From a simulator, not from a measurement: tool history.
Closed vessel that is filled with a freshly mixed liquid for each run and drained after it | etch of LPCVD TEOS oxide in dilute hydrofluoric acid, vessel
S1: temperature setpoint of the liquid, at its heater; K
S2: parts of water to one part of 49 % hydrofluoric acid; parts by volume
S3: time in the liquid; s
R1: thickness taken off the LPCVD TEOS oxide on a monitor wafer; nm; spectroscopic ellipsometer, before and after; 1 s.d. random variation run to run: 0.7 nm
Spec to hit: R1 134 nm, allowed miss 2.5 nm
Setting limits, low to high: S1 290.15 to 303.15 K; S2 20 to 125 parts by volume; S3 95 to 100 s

{"run": 1, "day": 0.0, "S1": 295.15, "S2": 70, "S3": 95, "R1": 74.414}
{"run": 2, "day": 0.246, "S1": 295.15, "S2": 55, "S3": 95, "R1": 96.59}
{"run": 3, "day": 0.35, "S1": 296.65, "S2": 55, "S3": 95, "R1": 102.69}
{"run": 4, "day": 0.6, "S1": 297.65, "S2": 55, "S3": 95, "R1": 108.37}
{"run": 5, "day": 0.767, "S1": 297.65, "S2": 70, "S3": 95, "R1": 82.749}
{"run": 6, "day": 0.938, "S1": 297.65, "S2": 70, "S3": 95, "R1": 82.584}
{"run": 7, "day": 1.108, "S1": 298.65, "S2": 65, "S3": 95, "R1": 93.214}
{"run": 8, "day": 1.383, "S1": 298.65, "S2": 65, "S3": 95, "R1": 93.465}
{"run": 9, "day": 1.575, "S1": 299.65, "S2": 65, "S3": 95, "R1": 96.728}
{"run": 10, "day": 1.75, "S1": 300.15, "S2": 65, "S3": 95, "R1": 98.804}
{"run": 11, "day": 1.854, "S1": 300.65, "S2": 65, "S3": 95, "R1": 101}
{"run": 12, "day": 1.917, "S1": 301.15, "S2": 65, "S3": 95, "R1": 103.7}
{"run": 13, "day": 2.283, "S1": 301.65, "S2": 65, "S3": 95, "R1": 104.39}
{"run": 14, "day": 2.429, "S1": 302.15, "S2": 65, "S3": 95, "R1": 106.18}
{"run": 15, "day": 2.612, "S1": 303.15, "S2": 50, "S3": 95, "R1": 146.14}
{"run": 16, "day": 2.683, "S1": 302.65, "S2": 50, "S3": 95, "R1": 144.91}

Exactly one of the 4 candidate moves below puts every result within its allowed miss. Which one?
{"run": "A", "day": 2.754, "S1": 303.15, "S2": 55, "S3": 100, "R1": "?"}
{"run": "B", "day": 2.754, "S1": 303.15, "S2": 55, "S3": 95, "R1": "?"}
{"run": "C", "day": 2.754, "S1": 300.15, "S2": 45, "S3": 95, "R1": "?"}
{"run": "D", "day": 2.754, "S1": 302.65, "S2": 45, "S3": 95, "R1": "?"}

move=A R1=139.4
move=B R1=132.43
move=C R1=145.83
move=D R1=161.16
A: better than the last run, though not everything is in spec
B: each result inside its tolerance
C: moves away from the targets compared with the last run
D: moves away from the targets compared with the last run
The move that meets every target is B.
